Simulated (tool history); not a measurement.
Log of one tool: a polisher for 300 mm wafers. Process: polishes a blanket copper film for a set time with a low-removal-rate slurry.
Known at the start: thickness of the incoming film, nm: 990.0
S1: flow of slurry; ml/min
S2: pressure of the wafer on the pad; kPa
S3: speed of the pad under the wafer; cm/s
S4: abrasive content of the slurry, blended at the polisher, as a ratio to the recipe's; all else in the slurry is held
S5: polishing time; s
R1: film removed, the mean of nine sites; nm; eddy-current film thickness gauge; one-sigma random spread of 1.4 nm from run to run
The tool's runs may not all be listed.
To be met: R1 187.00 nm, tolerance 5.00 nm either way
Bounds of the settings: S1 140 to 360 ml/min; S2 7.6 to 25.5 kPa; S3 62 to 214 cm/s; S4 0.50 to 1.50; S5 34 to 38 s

{"run": 1, "hour": 0.0, "S1": 230, "S2": 16.5, "S3": 138, "S4": 1.0, "S5": 38, "R1": 115.66}
{"run": 2, "hour": 8.2, "S1": 235, "S2": 17.9, "S3": 138, "S4": 1.0, "S5": 38, "R1": 127.44}
{"run": 3, "hour": 9.5, "S1": 240, "S2": 18.6, "S3": 138, "S4": 1.0, "S5": 38, "R1": 134.04}
{"run": 4, "hour": 17.0, "S1": 240, "S2": 18.6, "S3": 152, "S4": 1.0, "S5": 38, "R1": 145.58}
{"run": 5, "hour": 23.1, "S1": 240, "S2": 18.6, "S3": 152, "S4": 1.0, "S5": 34, "R1": 129.12}
{"run": 6, "hour": 24.5, "S1": 240, "S2": 18.6, "S3": 152, "S4": 1.0, "S5": 38, "R1": 145.57}
{"run": 7, "hour": 26.2, "S1": 245, "S2": 19.3, "S3": 152, "S4": 1.0, "S5": 38, "R1": 151.98}
{"run": 8, "hour": 29.4, "S1": 250, "S2": 20.0, "S3": 152, "S4": 1.0, "S5": 38, "R1": 156.7}
{"run": 9, "hour": 35.0, "S1": 250, "S2": 20.7, "S3": 152, "S4": 1.0, "S5": 38, "R1": 161.29}
{"run": 10, "hour": 38.7, "S1": 250, "S2": 21.4, "S3": 152, "S4": 1.0, "S5": 38, "R1": 168.14}
{"run": 11, "hour": 45.2, "S1": 255, "S2": 21.4, "S3": 152, "S4": 1.0, "S5": 38, "R1": 165.75}
{"run": 12, "hour": 47.1, "S1": 255, "S2": 22.8, "S3": 152, "S4": 1.0, "S5": 38, "R1": 176.67}
{"run": 13, "hour": 50.2, "S1": 260, "S2": 22.8, "S3": 152, "S4": 1.0, "S5": 38, "R1": 177.55}

Next run, 5 choices. One meets every target within its allowed miss, the rest don't. Which?
{"run": "A", "hour": 53.3, "S1": 230, "S2": 25.5, "S3": 140, "S4": 1.1, "S5": 36, "R1": "?"}
{"run": "B", "hour": 53.3, "S1": 275, "S2": 22.1, "S3": 186, "S4": 1.2, "S5": 34, "R1": "?"}
{"run": "C", "hour": 53.3, "S1": 315, "S2": 23.4, "S3": 186, "S4": 1.0, "S5": 34, "R1": "?"}
{"run": "D", "hour": 53.3, "S1": 315, "S2": 19.3, "S3": 164, "S4": 1.05, "S5": 38, "R1": "?"}
{"run": "E", "hour": 53.3, "S1": 265, "S2": 22.8, "S3": 158, "S4": 1.0, "S5": 38, "R1": "?"}

move=A R1=175.34
move=B R1=197.17
move=C R1=203.68
move=D R1=168.33
move=E R1=185.35
A: the biggest miss grows against the last run
B: pushes the last run's worst result past its target
C: pushes the last run's worst result past its target
D: the biggest miss grows against the last run
E: in spec on every target
The right move is E.
